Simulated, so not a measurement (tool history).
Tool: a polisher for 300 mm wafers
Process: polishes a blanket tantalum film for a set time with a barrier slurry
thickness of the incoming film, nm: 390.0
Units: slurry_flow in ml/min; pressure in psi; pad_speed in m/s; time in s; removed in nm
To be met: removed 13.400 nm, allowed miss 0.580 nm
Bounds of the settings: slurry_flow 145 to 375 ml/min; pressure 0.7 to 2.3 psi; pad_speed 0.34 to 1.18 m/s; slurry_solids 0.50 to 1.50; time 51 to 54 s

| run | hour | slurry_flow | pressure | pad_speed | slurry_solids | time | removed |
|---|---|---|---|---|---|---|---|
| 1 | 0.0 | 240 | 1.5 | 0.76 | 1.00 | 51 | 42.178 |
| 2 | 1.6 | 240 | 1.5 | 0.76 | 1.00 | 51 | 43.135 |
| 3 | 2.8 | 240 | 1.5 | 0.76 | 0.85 | 51 | 41.315 |
| 4 | 7.8 | 240 | 1.8 | 0.76 | 0.85 | 51 | 48.384 |
| 5 | 11.3 | 240 | 1.8 | 0.76 | 0.85 | 51 | 48.307 |
| 6 | 14.8 | 240 | 1.8 | 0.76 | 0.75 | 51 | 46.491 |
| 7 | 22.6 | 235 | 1.4 | 0.62 | 0.70 | 51 | 30.906 |
| 8 | 27.9 | 215 | 1.2 | 0.52 | 0.65 | 51 | 21.444 |

Which of these 4 next moves meets every target?
| A | 33.2 | 225 | 0.8 | 0.46 | 0.90 | 51 | ? |
| B | 33.2 | 210 | 1.1 | 0.36 | 0.60 | 51 | ? |
| C | 33.2 | 200 | 1.0 | 0.40 | 0.50 | 51 | ? |
| D | 33.2 | 180 | 0.7 | 0.72 | 0.50 | 51 | ? |

| move | removed |
|---|---|
| A | 14.723 |
| B | 14.625 |
| C | 13.696 |
| D | 15.725 |
A: nearer than the last run, and not there yet
B: nearer than the last run, and not there yet
C: meets every target
D: nearer than the last run, and not there yet
Move C is the one to make.

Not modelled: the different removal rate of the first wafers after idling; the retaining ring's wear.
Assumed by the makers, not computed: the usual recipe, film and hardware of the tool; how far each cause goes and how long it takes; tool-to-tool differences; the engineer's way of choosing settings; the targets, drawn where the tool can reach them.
